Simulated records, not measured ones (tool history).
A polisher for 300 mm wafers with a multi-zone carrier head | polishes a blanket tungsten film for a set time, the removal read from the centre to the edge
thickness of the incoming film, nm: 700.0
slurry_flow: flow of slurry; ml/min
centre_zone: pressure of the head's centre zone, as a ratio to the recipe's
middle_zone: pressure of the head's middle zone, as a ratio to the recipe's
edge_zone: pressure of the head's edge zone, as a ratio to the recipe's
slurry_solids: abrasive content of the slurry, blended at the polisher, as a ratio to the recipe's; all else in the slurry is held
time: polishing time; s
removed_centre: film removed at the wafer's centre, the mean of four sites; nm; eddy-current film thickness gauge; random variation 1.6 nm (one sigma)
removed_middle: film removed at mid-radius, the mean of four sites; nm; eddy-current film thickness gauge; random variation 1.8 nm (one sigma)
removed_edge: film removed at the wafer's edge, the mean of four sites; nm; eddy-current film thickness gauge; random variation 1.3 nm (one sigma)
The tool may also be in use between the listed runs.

run 1 hour=0.0 | slurry_flow=200 centre_zone=1.00 middle_zone=1.00 edge_zone=1.00 slurry_solids=1.00 time=33 | removed_centre=226.31 removed_middle=236.16 removed_edge=228.80
run 2 hour=0.9 | slurry_flow=200 centre_zone=0.93 middle_zone=1.00 edge_zone=1.00 slurry_solids=1.00 time=33 | removed_centre=207.23 removed_middle=240.54 removed_edge=227.94
run 3 hour=9.3 | slurry_flow=195 centre_zone=0.95 middle_zone=0.99 edge_zone=0.97 slurry_solids=0.90 time=33 | removed_centre=203.30 removed_middle=228.55 removed_edge=217.46
run 4 hour=11.1 | slurry_flow=190 centre_zone=0.97 middle_zone=0.98 edge_zone=0.94 slurry_solids=0.85 time=33 | removed_centre=204.99 removed_middle=219.54 removed_edge=209.83
run 5 hour=13.4 | slurry_flow=185 centre_zone=0.98 middle_zone=0.98 edge_zone=0.92 slurry_solids=0.80 time=33 | removed_centre=199.61 removed_middle=213.20 removed_edge=197.52
run 6 hour=20.3 | slurry_flow=175 centre_zone=0.99 middle_zone=0.97 edge_zone=0.91 slurry_solids=0.80 time=33 | removed_centre=200.67 removed_middle=206.78 removed_edge=198.57
run 7 hour=24.1 | slurry_flow=185 centre_zone=1.06 middle_zone=0.97 edge_zone=0.81 slurry_solids=0.55 time=32 | removed_centre=178.55 removed_middle=176.06 removed_edge=158.19
run 8 hour=30.5 | slurry_flow=195 centre_zone=1.06 middle_zone=0.97 edge_zone=0.83 slurry_solids=0.55 time=32 | removed_centre=180.45 removed_middle=174.77 removed_edge=160.54
run 9 hour=38.6 | slurry_flow=200 centre_zone=1.07 middle_zone=0.98 edge_zone=0.85 slurry_solids=0.55 time=32 | removed_centre=182.82 removed_middle=180.80 removed_edge=161.66
run 10 hour=41.3 | slurry_flow=205 centre_zone=1.08 middle_zone=0.98 edge_zone=0.87 slurry_solids=0.55 time=32 | removed_centre=183.30 removed_middle=177.24 removed_edge=163.04
run 11 hour=46.7 | slurry_flow=205 centre_zone=1.09 middle_zone=0.99 edge_zone=0.89 slurry_solids=0.55 time=32 | removed_centre=185.61 removed_middle=180.26 removed_edge=165.21
run 12 hour=51.0 | slurry_flow=210 centre_zone=1.10 middle_zone=0.99 edge_zone=0.90 slurry_solids=0.55 time=32 | removed_centre=185.18 removed_middle=177.76 removed_edge=167.02
run 13 hour=55.6 | slurry_flow=210 centre_zone=1.10 middle_zone=0.99 edge_zone=0.90 slurry_solids=0.55 time=32 | removed_centre=187.07 removed_middle=178.20 removed_edge=166.59
run 14 hour=59.0 | slurry_flow=215 centre_zone=1.10 middle_zone=1.00 edge_zone=0.91 slurry_solids=0.55 time=32 | removed_centre=192.17 removed_middle=182.41 removed_edge=166.37
run 15 hour=65.5 | slurry_flow=220 centre_zone=1.10 middle_zone=1.00 edge_zone=0.92 slurry_solids=0.55 time=32 | removed_centre=188.39 removed_middle=178.17 removed_edge=169.41
run 16 hour=66.8 | slurry_flow=220 centre_zone=1.10 middle_zone=1.01 edge_zone=0.93 slurry_solids=0.55 time=32 | removed_centre=187.01 removed_middle=183.97 removed_edge=169.42
run 17 hour=75.8 | slurry_flow=220 centre_zone=1.11 middle_zone=1.01 edge_zone=0.94 slurry_solids=0.55 time=32 | removed_centre=190.21 removed_middle=181.71 removed_edge=169.32
run 18 hour=83.4 | slurry_flow=225 centre_zone=1.11 middle_zone=1.01 edge_zone=0.95 slurry_solids=0.55 time=32 | removed_centre=192.32 removed_middle=186.31 removed_edge=169.07

The next listed run, before its measurement:
run 19 hour=86.5 | slurry_flow=225 centre_zone=1.11 middle_zone=1.01 edge_zone=0.95 slurry_solids=0.55 time=32 | removed_centre=? removed_middle=? removed_edge=?

{"run 19": {"removed_centre": 193.5, "removed_middle": 183.34, "removed_edge": 170.24}}

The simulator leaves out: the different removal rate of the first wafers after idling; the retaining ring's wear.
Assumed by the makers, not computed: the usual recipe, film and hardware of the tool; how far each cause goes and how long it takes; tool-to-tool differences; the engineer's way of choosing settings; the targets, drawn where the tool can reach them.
